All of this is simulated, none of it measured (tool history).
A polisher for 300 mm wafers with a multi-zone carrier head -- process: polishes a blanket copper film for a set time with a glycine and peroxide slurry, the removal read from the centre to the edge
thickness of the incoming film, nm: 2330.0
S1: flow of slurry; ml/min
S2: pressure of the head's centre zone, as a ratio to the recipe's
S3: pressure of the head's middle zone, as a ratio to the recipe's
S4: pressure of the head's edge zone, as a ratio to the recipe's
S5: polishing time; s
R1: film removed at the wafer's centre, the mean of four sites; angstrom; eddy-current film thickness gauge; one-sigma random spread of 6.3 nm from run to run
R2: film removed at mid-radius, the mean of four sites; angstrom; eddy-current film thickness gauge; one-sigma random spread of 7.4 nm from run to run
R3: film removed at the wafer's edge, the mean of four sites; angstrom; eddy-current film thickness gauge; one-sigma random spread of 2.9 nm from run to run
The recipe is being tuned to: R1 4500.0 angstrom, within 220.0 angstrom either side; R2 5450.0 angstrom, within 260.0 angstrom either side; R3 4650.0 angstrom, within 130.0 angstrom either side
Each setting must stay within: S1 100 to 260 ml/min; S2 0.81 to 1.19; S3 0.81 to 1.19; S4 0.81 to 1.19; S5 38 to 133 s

run	hour	S1	S2	S3	S4	S5	R1	R2	R3
1	0.0	165	1.00	1.00	1.00	85	3655.4	3719.2	3854.7
2	6.5	170	1.00	1.02	1.00	86	3680.5	3798.5	3864.4
3	9.8	175	1.00	1.04	1.00	88	3914.1	3885.1	3999.1
4	13.5	175	1.00	1.08	1.00	88	3752.6	4031.6	3950.9
5	21.3	175	1.00	1.09	0.99	90	3950.0	4221.0	4015.7
6	28.7	175	0.99	1.10	0.99	91	3894.5	4157.8	4119.1
7	30.0	175	0.99	1.11	0.97	93	4021.3	4472.1	4110.0
8	37.7	180	0.99	1.12	0.97	94	4031.0	4589.4	4222.6
9	41.0	185	0.99	1.13	0.97	95	4080.8	4640.4	4265.3
10	41.9	190	0.99	1.14	0.97	96	4162.9	4712.8	4322.2
11	49.5	190	0.99	1.15	0.97	97	4247.0	4880.0	4347.3
12	55.4	190	0.99	1.15	0.97	97	4255.7	4842.4	4313.1
13	60.2	190	0.99	1.15	0.97	98	4315.5	4904.2	4420.5
14	64.3	195	0.99	1.15	0.97	98	4371.9	4837.4	4348.2
15	68.3	195	0.99	1.15	0.97	99	4393.4	4955.1	4491.5

Which one of the following 4 next-run settings gets every result inside its allowed miss? There is exactly one.
A	72.3	220	1.01	1.13	0.99	98	?	?	?
B	72.3	150	1.05	1.15	0.94	102	?	?	?
C	72.3	115	0.99	1.19	0.91	114	?	?	?
D	72.3	200	0.98	1.19	0.83	104	?	?	?

move	R1	R2	R3
A	4485.2	4858.0	4493.8
B	4566.3	4860.5	4384.5
C	4556.8	5336.6	4664.8
D	4557.1	5327.9	4354.3
A: lands further from the targets than the last run did
B: lands further from the targets than the last run did
C: in spec on every target
D: brings the last run's worst result on target, with another outside its allowed miss
The move that meets every target is C.
